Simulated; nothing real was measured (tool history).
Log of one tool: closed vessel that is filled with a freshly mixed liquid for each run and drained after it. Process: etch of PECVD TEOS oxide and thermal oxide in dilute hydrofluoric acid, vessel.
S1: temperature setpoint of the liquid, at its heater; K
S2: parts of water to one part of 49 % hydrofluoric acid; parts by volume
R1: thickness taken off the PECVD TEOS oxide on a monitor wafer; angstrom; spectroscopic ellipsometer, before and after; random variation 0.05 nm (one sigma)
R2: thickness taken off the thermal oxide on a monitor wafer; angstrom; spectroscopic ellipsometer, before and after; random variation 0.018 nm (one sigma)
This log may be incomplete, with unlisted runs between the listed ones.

{"run": 1, "day": 0.0, "S1": 295.15, "S2": 105, "time in the liquid (s)": 75, "R1": 92.186, "R2": 28.19}
{"run": 2, "day": 0.038, "S1": 293.65, "S2": 115, "time in the liquid (s)": 75, "R1": 76.222, "R2": 23.928}
{"run": 3, "day": 0.083, "S1": 293.15, "S2": 125, "time in the liquid (s)": 75, "R1": 68.514, "R2": 21.75}
{"run": 4, "day": 0.412, "S1": 295.15, "S2": 125, "time in the liquid (s)": 75, "R1": 75.37, "R2": 23.674}
{"run": 5, "day": 0.762, "S1": 294.15, "S2": 130, "time in the liquid (s)": 75, "R1": 69.245, "R2": 21.325}
{"run": 6, "day": 0.792, "S1": 294.15, "S2": 155, "time in the liquid (s)": 75, "R1": 56.646, "R2": 17.673}
{"run": 7, "day": 0.838, "S1": 293.65, "S2": 155, "time in the liquid (s)": 75, "R1": 55.458, "R2": 17.257}

Estimate the outcome of run 8 from the log above:
{"run": 8, "day": 0.896, "S1": 293.15, "S2": 155, "time in the liquid (s)": 75, "R1": "?", "R2": "?"}

Run 8 produced R1 54.021 angstrom, R2 16.963 angstrom.
